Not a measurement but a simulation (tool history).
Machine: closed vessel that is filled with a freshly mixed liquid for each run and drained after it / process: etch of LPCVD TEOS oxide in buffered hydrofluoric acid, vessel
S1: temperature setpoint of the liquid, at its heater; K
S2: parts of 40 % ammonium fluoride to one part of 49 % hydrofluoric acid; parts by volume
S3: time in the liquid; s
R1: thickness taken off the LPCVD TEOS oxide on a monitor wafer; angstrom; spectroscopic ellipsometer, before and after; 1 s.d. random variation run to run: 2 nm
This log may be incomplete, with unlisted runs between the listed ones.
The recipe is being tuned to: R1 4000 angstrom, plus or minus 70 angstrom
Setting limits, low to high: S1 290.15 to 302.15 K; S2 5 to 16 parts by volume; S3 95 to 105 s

run	hour	S1	S2	S3	R1
1	0	294.15	9.5	95	1967.1
2	2	296.15	9	95	2335.8
3	3.4	296.15	11	95	1942.6
4	5.2	296.15	11	95	1966.2
5	10.6	297.65	10	95	2252.5
6	17.5	297.65	8	95	2842.6
7	20.5	298.65	8	95	3014.5
8	28.3	299.65	8	95	3189
# hour 32: hydrofluoric acid flow meter replaced
9	32	300.15	8	95	2985.5
10	32.9	300.65	7.5	95	3262.4

Of the 4 settings listed for the next run, only one would bring every result within its allowed miss of target. Which one?
A	33.8	302.15	7	100	?
B	33.8	298.65	9	95	?
C	33.8	301.15	5.5	100	?
D	33.8	300.15	6.5	95	?

move	R1
A	4014.5
B	2411.3
C	4683.6
D	3657.6
A: all results land within tolerance of their targets
B: further off than the last run
C: carries the result that was furthest off beyond its target, to the other side
D: closer than the last run, but not yet in spec
A meets every target.
